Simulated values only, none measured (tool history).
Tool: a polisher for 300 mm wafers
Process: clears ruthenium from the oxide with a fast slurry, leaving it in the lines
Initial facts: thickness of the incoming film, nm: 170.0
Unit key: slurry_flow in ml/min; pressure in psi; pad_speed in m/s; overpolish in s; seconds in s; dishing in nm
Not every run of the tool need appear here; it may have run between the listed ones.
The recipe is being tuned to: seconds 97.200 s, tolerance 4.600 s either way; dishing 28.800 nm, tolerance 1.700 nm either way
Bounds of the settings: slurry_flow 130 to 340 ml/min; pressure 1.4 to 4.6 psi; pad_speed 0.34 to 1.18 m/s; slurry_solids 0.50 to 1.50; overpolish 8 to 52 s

Run 1, hour 0.0: slurry_flow 220 ml/min, pressure 3.0 psi, pad_speed 0.76 m/s, slurry_solids 1.00, overpolish 26 s. Result: seconds 61.946 s, dishing 56.230 nm.
Run 2, hour 8.7: slurry_flow 220 ml/min, pressure 3.0 psi, pad_speed 0.76 m/s, slurry_solids 1.00, overpolish 33 s. Result: seconds 63.343 s, dishing 67.883 nm.
Run 3, hour 12.2: slurry_flow 220 ml/min, pressure 3.0 psi, pad_speed 0.76 m/s, slurry_solids 0.90, overpolish 33 s. Result: seconds 66.882 s, dishing 64.861 nm.
Run 4, hour 20.4: slurry_flow 220 ml/min, pressure 2.7 psi, pad_speed 0.76 m/s, slurry_solids 0.90, overpolish 29 s. Result: seconds 75.389 s, dishing 54.256 nm.
Run 5, hour 25.6: slurry_flow 220 ml/min, pressure 2.7 psi, pad_speed 0.76 m/s, slurry_solids 1.05, overpolish 29 s. Result: seconds 65.022 s, dishing 59.444 nm.
Run 6, hour 26.8: slurry_flow 220 ml/min, pressure 2.5 psi, pad_speed 0.74 m/s, slurry_solids 1.05, overpolish 26 s. Result: seconds 75.636 s, dishing 46.856 nm.
Run 7, hour 35.6: slurry_flow 220 ml/min, pressure 2.3 psi, pad_speed 0.74 m/s, slurry_solids 1.05, overpolish 24 s. Result: seconds 79.342 s, dishing 42.698 nm.
Run 8, hour 37.9: slurry_flow 220 ml/min, pressure 2.3 psi, pad_speed 0.74 m/s, slurry_solids 1.05, overpolish 24 s. Result: seconds 78.942 s, dishing 42.705 nm.
Run 9, hour 44.3: slurry_flow 220 ml/min, pressure 2.2 psi, pad_speed 0.74 m/s, slurry_solids 1.05, overpolish 22 s. Result: seconds 82.163 s, dishing 36.768 nm.
Run 10, hour 45.1: slurry_flow 220 ml/min, pressure 2.1 psi, pad_speed 0.74 m/s, slurry_solids 1.05, overpolish 21 s. Result: seconds 87.667 s, dishing 35.182 nm.
Run 11, hour 52.0: slurry_flow 220 ml/min, pressure 1.9 psi, pad_speed 0.72 m/s, slurry_solids 1.05, overpolish 16 s. Result: seconds 94.871 s, dishing 24.454 nm.

4 next moves are on the table. One of them brings every result within its allowed miss. Which?
Run A, hour 58.9: slurry_flow 220 ml/min, pressure 2.3 psi, pad_speed 0.66 m/s, slurry_solids 1.05, overpolish 12 s. Result: seconds ?, dishing ?.
Run B, hour 58.9: slurry_flow 235 ml/min, pressure 2.3 psi, pad_speed 0.66 m/s, slurry_solids 0.90, overpolish 17 s. Result: seconds ?, dishing ?.
Run C, hour 58.9: slurry_flow 230 ml/min, pressure 1.7 psi, pad_speed 0.80 m/s, slurry_solids 1.10, overpolish 19 s. Result: seconds ?, dishing ?.
Run D, hour 58.9: slurry_flow 195 ml/min, pressure 2.2 psi, pad_speed 0.66 m/s, slurry_solids 1.10, overpolish 14 s. Result: seconds ?, dishing ?.

move  seconds  dishing
   A   89.944   20.470
   B   99.334   25.844
   C   96.392   29.444
   D   92.541   23.037
A: further off than the last run
B: closes in on the targets versus the last run, not all within tolerance yet
C: all results in spec
D: further off than the last run
The move that meets every target is C.
